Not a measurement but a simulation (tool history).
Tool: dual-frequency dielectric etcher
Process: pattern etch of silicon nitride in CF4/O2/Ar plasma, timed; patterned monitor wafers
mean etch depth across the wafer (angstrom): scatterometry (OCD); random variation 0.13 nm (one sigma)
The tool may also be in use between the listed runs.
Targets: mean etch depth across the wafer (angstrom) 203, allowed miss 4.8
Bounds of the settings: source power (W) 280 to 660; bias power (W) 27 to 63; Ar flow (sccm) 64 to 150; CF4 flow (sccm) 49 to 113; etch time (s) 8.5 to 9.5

run    day  source power (W)  bias power (W)  Ar flow (sccm)  CF4 flow (sccm)  etch time (s)  mean etch depth across the wafer (angstrom)
  1      0               470              45             107               81            9.5                                       150.78
  2  0.325               490              45             107               81            9.5                                       155.22
  3  0.625               510              45             107               81            9.5                                       162.52
  4  0.942               520              45             107               81            9.5                                       167.61
  5  1.108               520              39             107               81            9.5                                       155.18
  6  1.246               530              39             107               81            9.5                                       159.12
  7  1.354               540              39             107               81            9.5                                       162.26
  8  1.688               550              39             107               81            9.5                                       164.75
  9  1.992               560              39             107               81            9.5                                       168.16
 10  2.083               570              39             107               81            9.5                                       170.92
 11  2.312               580              39             107               81            9.5                                       174.22
 12  2.596               590              39             107               81            9.5                                       179.28

Which of these 4 next moves meets every target?
  A  2.879               660              38              92               83            9.5                                            ?
  B  2.879               550              40             104               76            9.5                                            ?
  C  2.879               660              55             124               66            9.5                                            ?
  D  2.879               660              46             112               79            9.5                                            ?

move  mean etch depth across the wafer (angstrom)
   A                                       201.42
   B                                       165.54
   C                                       218.54
   D                                       212.23
A: meets every target
B: further off than the last run
C: takes the result that was furthest off past its target
D: takes the result that was furthest off past its target
Move A is the one to make.
